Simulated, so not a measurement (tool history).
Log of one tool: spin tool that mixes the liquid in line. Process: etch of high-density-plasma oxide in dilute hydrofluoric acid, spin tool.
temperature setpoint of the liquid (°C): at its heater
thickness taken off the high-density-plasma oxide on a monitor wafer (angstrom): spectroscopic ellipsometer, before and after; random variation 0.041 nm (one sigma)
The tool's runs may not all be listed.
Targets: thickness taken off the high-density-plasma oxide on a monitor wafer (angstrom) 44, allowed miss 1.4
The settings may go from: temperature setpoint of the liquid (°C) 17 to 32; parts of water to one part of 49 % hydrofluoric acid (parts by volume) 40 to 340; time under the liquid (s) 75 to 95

run	hour	temperature setpoint of the liquid (°C)	parts of water to one part of 49 % hydrofluoric acid (parts by volume)	time under the liquid (s)	thickness taken off the high-density-plasma oxide on a monitor wafer (angstrom)
1	0	24	190	95	34.413
2	6	25	190	95	35.287
3	12.1	25	135	95	53.899
4	15.3	24	135	95	52.508
5	15.9	23	135	95	49.034
6	18	22.5	135	95	48.432
7	19.6	22	135	95	47.862
8	26.3	22	135	95	47.23
9	29.8	21	135	95	46.193

5 next moves are on the table. One of them brings every result within its allowed miss. Which?
A	33.3	17	105	75	?
B	33.3	19.5	135	90	?
C	33.3	23.5	125	75	?
D	33.3	19.5	140	95	?
E	33.3	22.5	135	90	?

move	thickness taken off the high-density-plasma oxide on a monitor wafer (angstrom)
A	40.558
B	40.673
C	43.388
D	41.184
E	45.829
A: takes the result that was furthest off past its target
B: takes the result that was furthest off past its target
C: meets every target
D: takes the result that was furthest off past its target
E: nearer than the last run, and not there yet
Move C is the one to make.
